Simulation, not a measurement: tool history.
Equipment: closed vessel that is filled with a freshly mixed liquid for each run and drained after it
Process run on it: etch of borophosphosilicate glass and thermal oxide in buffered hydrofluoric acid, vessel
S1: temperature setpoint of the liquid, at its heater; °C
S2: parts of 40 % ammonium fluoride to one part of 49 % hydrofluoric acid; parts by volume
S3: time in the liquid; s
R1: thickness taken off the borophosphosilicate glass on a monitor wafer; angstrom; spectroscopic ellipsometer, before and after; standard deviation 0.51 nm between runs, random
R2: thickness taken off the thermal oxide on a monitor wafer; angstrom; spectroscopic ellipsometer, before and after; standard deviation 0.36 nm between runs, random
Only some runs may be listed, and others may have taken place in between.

run 1 day=0 | S1=24 S2=21.5 S3=60 | R1=343.69 R2=293.39
run 2 day=0.338 | S1=25.5 S2=20.5 S3=60 | R1=387.86 R2=332.8
run 3 day=0.471 | S1=25.5 S2=20.5 S3=40 | R1=259.06 R2=222.5
run 4 day=0.829 | S1=25.5 S2=15.5 S3=40 | R1=341.01 R2=289.04
run 5 day=1.062 | S1=26.5 S2=14.5 S3=40 | R1=382.71 R2=324.6
run 6 day=1.292 | S1=27.5 S2=14 S3=40 | R1=418.47 R2=355.52
run 7 day=1.433 | S1=28.5 S2=13.5 S3=40 | R1=452.04 R2=389.2
run 8 day=1.667 | S1=29 S2=13 S3=40 | R1=482.32 R2=414.58
run 9 day=1.812 | S1=29.5 S2=12.5 S3=40 | R1=510.8 R2=440.38
run 10 day=2.079 | S1=30 S2=12.5 S3=40 | R1=532.8 R2=455.51
run 11 day=2.129 | S1=30.5 S2=12.5 S3=40 | R1=540.1 R2=464.29

Run 12, settings as shown, results not yet in. Your forecast:
run 12 day=2.296 | S1=32 S2=10 S3=40 | R1=? R2=?

R1: 733.68 angstrom
R2: 632.14 angstrom
